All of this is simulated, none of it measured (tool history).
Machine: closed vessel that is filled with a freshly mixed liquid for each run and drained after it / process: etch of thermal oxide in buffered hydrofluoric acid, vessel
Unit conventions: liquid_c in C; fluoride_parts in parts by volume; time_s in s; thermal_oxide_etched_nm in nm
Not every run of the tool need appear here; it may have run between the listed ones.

| run | hour | liquid_c | fluoride_parts | time_s | thermal_oxide_etched_nm |
|---|---|---|---|---|---|
| 1 | 0 | 21 | 14.5 | 90 | 56.481 |
| 2 | 6.5 | 21 | 14.5 | 90 | 55.498 |
| 3 | 10.8 | 21 | 11 | 90 | 72.556 |
| 4 | 19.3 | 21 | 9 | 90 | 84.752 |
| 5 | 21.9 | 21 | 9 | 95 | 89.757 |
| 6 | 27.3 | 18.5 | 9 | 95 | 78.828 |
| 7 | 32.2 | 22.5 | 8.5 | 95 | 105.28 |
| 8 | 34.2 | 23.5 | 8.5 | 95 | 109.61 |

Run 9, settings as shown, results not yet in. Your forecast:
| 9 | 35.2 | 24 | 8.5 | 95 | ? |

Logged for run 9: thermal_oxide_etched_nm 113.8 nm.
